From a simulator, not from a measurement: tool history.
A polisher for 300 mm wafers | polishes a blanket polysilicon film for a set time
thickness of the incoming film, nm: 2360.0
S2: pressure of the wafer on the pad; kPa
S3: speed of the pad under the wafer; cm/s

{"run": 1, "hour": 0.0, "flow of slurry (ml/min)": 180, "S2": 20.7, "S3": 98, "polishing time (s)": 37, "film removed (Å)": 3670.1}
{"run": 2, "hour": 7.2, "flow of slurry (ml/min)": 180, "S2": 20.7, "S3": 98, "polishing time (s)": 33, "film removed (Å)": 3223.8}
{"run": 3, "hour": 10.3, "flow of slurry (ml/min)": 180, "S2": 20.7, "S3": 88, "polishing time (s)": 33, "film removed (Å)": 3010.7}
{"run": 4, "hour": 18.6, "flow of slurry (ml/min)": 180, "S2": 19.3, "S3": 88, "polishing time (s)": 33, "film removed (Å)": 2759.1}
{"run": 5, "hour": 22.9, "flow of slurry (ml/min)": 180, "S2": 18.6, "S3": 88, "polishing time (s)": 33, "film removed (Å)": 2639.5}
{"run": 6, "hour": 30.8, "flow of slurry (ml/min)": 135, "S2": 18.6, "S3": 88, "polishing time (s)": 33, "film removed (Å)": 2448.1}
{"run": 7, "hour": 33.3, "flow of slurry (ml/min)": 135, "S2": 17.9, "S3": 88, "polishing time (s)": 33, "film removed (Å)": 2450.2}
{"run": 8, "hour": 39.9, "flow of slurry (ml/min)": 135, "S2": 17.2, "S3": 88, "polishing time (s)": 33, "film removed (Å)": 2342.6}

Forecast run 9:
{"run": 9, "hour": 45.1, "flow of slurry (ml/min)": 135, "S2": 16.5, "S3": 88, "polishing time (s)": 33, "film removed (Å)": "?"}

{"run 9": {"film removed (Å)": 2252}}
